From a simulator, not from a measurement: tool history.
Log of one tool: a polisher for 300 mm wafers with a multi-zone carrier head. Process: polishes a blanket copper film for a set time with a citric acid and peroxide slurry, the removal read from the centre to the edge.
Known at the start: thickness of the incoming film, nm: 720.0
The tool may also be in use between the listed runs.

run,hour,flow of slurry (ml/min),pressure of the head's centre zone,pressure of the head's middle zone,pressure of the head's edge zone,abrasive content of the slurry,polishing time (s),film removed at the wafer's centre (nm),film removed at mid-radius (nm),film removed at the wafer's edge (nm)
1,0,125,1,1,1,1,55,205.15,198.27,196.79
2,5.4,115,1,0.95,0.96,0.85,51,172.68,166.41,173.53
3,7.6,110,1.04,0.93,0.93,0.75,48,158,148.39,156.92
4,16.4,105,1.08,0.91,0.9,0.65,47,153.73,134.29,142
5,22.2,105,1.08,0.91,0.9,0.8,47,164.35,141.27,149.18
6,27.5,100,1.08,0.89,0.88,0.75,47,158.97,134.79,144.96

Run 7 comes next. What will it give?
7,32,95,1.08,0.88,0.86,0.7,47,?,?,?

film removed at the wafer's centre (nm): 149.82
film removed at mid-radius (nm): 128.38
film removed at the wafer's edge (nm): 142.87
